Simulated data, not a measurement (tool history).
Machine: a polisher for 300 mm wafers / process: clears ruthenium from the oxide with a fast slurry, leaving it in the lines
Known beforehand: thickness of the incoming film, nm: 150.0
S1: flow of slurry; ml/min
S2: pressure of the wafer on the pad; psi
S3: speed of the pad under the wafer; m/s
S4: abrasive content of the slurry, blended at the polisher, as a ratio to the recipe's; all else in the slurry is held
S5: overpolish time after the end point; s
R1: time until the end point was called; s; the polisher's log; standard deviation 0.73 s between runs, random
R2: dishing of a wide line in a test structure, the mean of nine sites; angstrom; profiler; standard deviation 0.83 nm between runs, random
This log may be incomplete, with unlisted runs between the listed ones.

run  hour   S1   S2    S3   S4  S5      R1      R2
  1   0.0  155  2.1  1.28  1.0  27  49.052  604.21
  2   2.8  155  2.0  1.28  1.0  26  50.830  577.73
  3   7.9  155  2.3  1.28  1.0  26  45.089  605.89
  4  16.7  155  2.1  1.28  1.0  25  48.565  580.22
  5  18.9  155  1.9  1.28  1.0  23  53.490  481.22
  6  21.3  150  1.8  1.28  1.0  23  57.372  475.70
  7  23.2  145  1.7  1.28  1.0  22  60.758  409.12
  8  28.6  140  1.6  1.28  1.0  22  63.263  410.89
  9  36.9  135  1.5  1.28  1.0  22  69.581  379.69
 10  40.9  130  1.5  1.28  1.0  22  68.289  375.97
 11  42.0  125  1.5  1.28  1.0  22  70.516  358.29
 12  45.9  120  1.5  1.28  1.0  22  71.086  357.15

Run 13 has not been measured yet. What should we expect?
 13  49.7  115  1.5  1.28  1.0  22   ?   ?

{"run 13": {"R1": 72.079, "R2": 362.88}}

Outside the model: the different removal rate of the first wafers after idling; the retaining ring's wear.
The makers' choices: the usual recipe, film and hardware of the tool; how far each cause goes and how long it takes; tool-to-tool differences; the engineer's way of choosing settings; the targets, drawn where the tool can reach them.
